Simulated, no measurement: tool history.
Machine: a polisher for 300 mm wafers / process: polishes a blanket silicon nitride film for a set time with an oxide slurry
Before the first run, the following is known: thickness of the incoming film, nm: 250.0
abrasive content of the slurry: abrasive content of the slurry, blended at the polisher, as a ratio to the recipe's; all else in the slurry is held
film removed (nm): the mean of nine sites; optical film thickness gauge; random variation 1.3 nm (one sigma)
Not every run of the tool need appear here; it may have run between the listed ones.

run,hour,flow of slurry (ml/min),pressure of the wafer on the pad (psi),speed of the pad under the wafer (m/s),abrasive content of the slurry,polishing time (s),film removed (nm)
1,0.0,305,4.7,1.24,1.0,116,99.396
2,2.1,305,5.0,1.24,1.0,116,104.280
3,9.9,305,4.5,1.24,1.0,116,96.740
4,15.3,305,4.5,1.24,1.0,121,99.751
5,19.6,355,4.5,1.24,1.0,121,102.410
6,28.2,355,4.8,1.24,1.0,121,107.630
7,34.0,355,5.1,1.24,1.0,121,113.930

Forecast run 8:
8,41.6,355,5.3,1.24,1.0,121,?

{"run 8": {"film removed (nm)": 120.99}}
